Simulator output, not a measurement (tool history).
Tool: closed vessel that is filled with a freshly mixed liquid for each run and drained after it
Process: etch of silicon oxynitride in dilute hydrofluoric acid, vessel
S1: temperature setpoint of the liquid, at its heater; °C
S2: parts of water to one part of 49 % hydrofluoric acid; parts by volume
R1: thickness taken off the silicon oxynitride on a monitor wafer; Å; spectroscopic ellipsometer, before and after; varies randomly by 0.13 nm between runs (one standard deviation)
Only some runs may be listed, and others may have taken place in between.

run 1 hour=0.0 | S1=26.0 S2=160 time_in_the_liquid_(s)=2925 | R1=271.60
run 2 hour=6.5 | S1=26.0 S2=160 time_in_the_liquid_(s)=3130 | R1=296.99
run 3 hour=9.7 | S1=24.0 S2=165 time_in_the_liquid_(s)=3130 | R1=258.06
run 4 hour=12.2 | S1=22.5 S2=165 time_in_the_liquid_(s)=3130 | R1=241.79
run 5 hour=15.2 | S1=22.5 S2=165 time_in_the_liquid_(s)=3130 | R1=243.97
run 6 hour=18.7 | S1=21.5 S2=170 time_in_the_liquid_(s)=3130 | R1=221.87
run 7 hour=25.2 | S1=20.5 S2=170 time_in_the_liquid_(s)=3130 | R1=210.75
run 8 hour=29.6 | S1=20.0 S2=170 time_in_the_liquid_(s)=3130 | R1=208.20

What will run 9 give?
run 9 hour=36.2 | S1=19.5 S2=170 time_in_the_liquid_(s)=3130 | R1=?

Run 9 measured R1 203.99 Å.

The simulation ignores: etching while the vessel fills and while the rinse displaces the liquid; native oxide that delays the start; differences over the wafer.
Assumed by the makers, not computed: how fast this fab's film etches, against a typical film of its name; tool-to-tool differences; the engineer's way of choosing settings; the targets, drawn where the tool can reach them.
